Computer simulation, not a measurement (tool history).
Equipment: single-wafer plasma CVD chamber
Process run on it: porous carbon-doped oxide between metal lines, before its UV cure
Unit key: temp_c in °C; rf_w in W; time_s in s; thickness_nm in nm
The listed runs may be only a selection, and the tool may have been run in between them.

run,hour,temp_c,rf_w,time_s,thickness_nm
1,0.0,320,530,24.9,130.39
2,6.6,315,555,24.9,138.31
3,7.9,311,575,24.9,145.30
4,13.2,308,585,24.9,149.32
5,17.0,305,595,24.9,154.16
6,20.0,303,600,24.9,156.18
7,22.4,301,605,24.9,158.75
8,25.1,300,610,24.9,161.08
9,31.2,300,610,24.9,160.31

Run 10 is up next; what results do you expect?
10,34.9,299,615,24.9,?

{"run 10": {"thickness_nm": 162.71}}
